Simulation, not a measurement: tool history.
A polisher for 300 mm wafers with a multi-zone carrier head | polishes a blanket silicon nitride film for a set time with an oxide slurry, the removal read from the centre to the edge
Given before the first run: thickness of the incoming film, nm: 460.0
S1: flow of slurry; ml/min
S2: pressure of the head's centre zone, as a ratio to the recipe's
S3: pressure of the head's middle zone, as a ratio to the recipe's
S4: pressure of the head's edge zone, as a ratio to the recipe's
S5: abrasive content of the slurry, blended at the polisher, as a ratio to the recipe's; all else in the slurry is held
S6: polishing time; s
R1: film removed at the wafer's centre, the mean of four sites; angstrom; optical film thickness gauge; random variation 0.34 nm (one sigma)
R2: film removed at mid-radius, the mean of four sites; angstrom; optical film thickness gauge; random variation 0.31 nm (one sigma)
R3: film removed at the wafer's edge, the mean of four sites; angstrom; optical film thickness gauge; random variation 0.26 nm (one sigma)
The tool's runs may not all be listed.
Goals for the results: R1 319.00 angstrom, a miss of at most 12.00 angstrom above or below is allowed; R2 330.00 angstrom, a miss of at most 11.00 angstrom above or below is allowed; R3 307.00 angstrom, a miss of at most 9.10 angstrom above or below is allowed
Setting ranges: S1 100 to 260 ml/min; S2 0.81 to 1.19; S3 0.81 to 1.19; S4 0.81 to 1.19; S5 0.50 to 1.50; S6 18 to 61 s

{"run": 1, "hour": 0.0, "S1": 165, "S2": 1.0, "S3": 1.0, "S4": 1.0, "S5": 1.0, "S6": 39, "R1": 427.21, "R2": 441.01, "R3": 440.72}
{"run": 2, "hour": 3.6, "S1": 165, "S2": 1.0, "S3": 1.0, "S4": 0.91, "S5": 1.0, "S6": 39, "R1": 424.25, "R2": 439.91, "R3": 428.3}
{"run": 3, "hour": 11.3, "S1": 165, "S2": 1.01, "S3": 1.0, "S4": 0.9, "S5": 0.9, "S6": 38, "R1": 398.84, "R2": 419.88, "R3": 395.56}
{"run": 4, "hour": 13.4, "S1": 160, "S2": 1.01, "S3": 0.99, "S4": 0.89, "S5": 0.8, "S6": 38, "R1": 386.48, "R2": 392.25, "R3": 381.59}
{"run": 5, "hour": 15.3, "S1": 160, "S2": 1.01, "S3": 0.99, "S4": 0.85, "S5": 0.8, "S6": 38, "R1": 381.0, "R2": 385.18, "R3": 370.73}
{"run": 6, "hour": 20.6, "S1": 160, "S2": 1.01, "S3": 0.99, "S4": 0.85, "S5": 0.6, "S6": 38, "R1": 348.52, "R2": 358.96, "R3": 335.94}
{"run": 7, "hour": 27.4, "S1": 155, "S2": 1.01, "S3": 0.99, "S4": 0.84, "S5": 0.6, "S6": 38, "R1": 344.04, "R2": 353.47, "R3": 331.07}
{"run": 8, "hour": 30.1, "S1": 150, "S2": 1.01, "S3": 0.99, "S4": 0.83, "S5": 0.6, "S6": 38, "R1": 335.01, "R2": 349.49, "R3": 327.46}
{"run": 9, "hour": 34.9, "S1": 145, "S2": 1.02, "S3": 0.99, "S4": 0.83, "S5": 0.6, "S6": 38, "R1": 344.15, "R2": 350.25, "R3": 329.73}

Which of these 4 next moves meets every target?
{"run": "A", "hour": 39.7, "S1": 125, "S2": 1.05, "S3": 1.05, "S4": 0.87, "S5": 0.75, "S6": 33, "R1": "?", "R2": "?", "R3": "?"}
{"run": "B", "hour": 39.7, "S1": 120, "S2": 1.07, "S3": 0.92, "S4": 0.84, "S5": 0.55, "S6": 42, "R1": "?", "R2": "?", "R3": "?"}
{"run": "C", "hour": 39.7, "S1": 135, "S2": 0.93, "S3": 1.09, "S4": 0.81, "S5": 0.5, "S6": 39, "R1": "?", "R2": "?", "R3": "?"}
{"run": "D", "hour": 39.7, "S1": 105, "S2": 1.16, "S3": 1.06, "S4": 0.86, "S5": 0.7, "S6": 35, "R1": "?", "R2": "?", "R3": "?"}

move=A R1=316.79 R2=330.45 R3=310.44
move=B R1=365.69 R2=335.67 R3=348.76
move=C R1=296.16 R2=359.80 R3=314.98
move=D R1=342.22 R2=327.73 R3=308.88
A: every result lands within tolerance
B: the biggest miss grows against the last run
C: brings the result that was furthest off to its target, and leaves another outside
D: brings the result that was furthest off to its target, and leaves another outside
Move A is the one to make.
